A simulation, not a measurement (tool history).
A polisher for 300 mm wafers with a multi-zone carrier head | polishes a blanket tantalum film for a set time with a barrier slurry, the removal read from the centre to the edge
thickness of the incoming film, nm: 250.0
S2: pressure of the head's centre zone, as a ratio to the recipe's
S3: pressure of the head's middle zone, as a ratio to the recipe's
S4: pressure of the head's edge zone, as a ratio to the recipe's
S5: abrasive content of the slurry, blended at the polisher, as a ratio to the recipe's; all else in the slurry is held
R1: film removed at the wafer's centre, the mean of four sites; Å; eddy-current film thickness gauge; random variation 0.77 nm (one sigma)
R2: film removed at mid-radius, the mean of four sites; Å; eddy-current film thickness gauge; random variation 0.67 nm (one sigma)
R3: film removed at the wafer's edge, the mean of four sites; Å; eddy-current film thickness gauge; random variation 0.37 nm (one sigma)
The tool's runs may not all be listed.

{"run": 1, "hour": 0.0, "flow of slurry (ml/min)": 300, "S2": 1, "S3": 1, "S4": 1, "S5": 1, "polishing time (s)": 59, "R1": 659.92, "R2": 671.03, "R3": 664.76}
{"run": 2, "hour": 1.7, "flow of slurry (ml/min)": 300, "S2": 1.01, "S3": 1.01, "S4": 0.96, "S5": 0.95, "polishing time (s)": 59, "R1": 643.7, "R2": 662.45, "R3": 635.27}
{"run": 3, "hour": 3.8, "flow of slurry (ml/min)": 235, "S2": 1.01, "S3": 1.01, "S4": 0.96, "S5": 0.95, "polishing time (s)": 59, "R1": 637.99, "R2": 650.19, "R3": 631.53}
{"run": 4, "hour": 5.0, "flow of slurry (ml/min)": 235, "S2": 1.01, "S3": 1.01, "S4": 0.96, "S5": 1.15, "polishing time (s)": 59, "R1": 685.22, "R2": 671.95, "R3": 665.52}
{"run": 5, "hour": 6.7, "flow of slurry (ml/min)": 240, "S2": 1.02, "S3": 1.03, "S4": 0.93, "S5": 1.1, "polishing time (s)": 59, "R1": 667.57, "R2": 690.54, "R3": 643.56}
{"run": 6, "hour": 13.2, "flow of slurry (ml/min)": 240, "S2": 1.04, "S3": 1.03, "S4": 0.91, "S5": 1.05, "polishing time (s)": 59, "R1": 678.64, "R2": 687.97, "R3": 623.01}
{"run": 7, "hour": 19.7, "flow of slurry (ml/min)": 240, "S2": 1.04, "S3": 1.03, "S4": 0.89, "S5": 1.05, "polishing time (s)": 59, "R1": 682.58, "R2": 669.9, "R3": 617.2}
{"run": 8, "hour": 24.1, "flow of slurry (ml/min)": 240, "S2": 1.04, "S3": 1.04, "S4": 0.88, "S5": 1.05, "polishing time (s)": 59, "R1": 694.18, "R2": 690.81, "R3": 623.86}
{"run": 9, "hour": 32.9, "flow of slurry (ml/min)": 240, "S2": 1.04, "S3": 1.04, "S4": 0.88, "S5": 1.05, "polishing time (s)": 59, "R1": 691.6, "R2": 682.14, "R3": 620.25}

Forecast run 10:
{"run": 10, "hour": 33.7, "flow of slurry (ml/min)": 240, "S2": 1.04, "S3": 1.05, "S4": 0.87, "S5": 1, "polishing time (s)": 59, "R1": "?", "R2": "?", "R3": "?"}

Run 10 gave R1 670.86 Å, R2 672.38 Å, R3 608.42 Å.
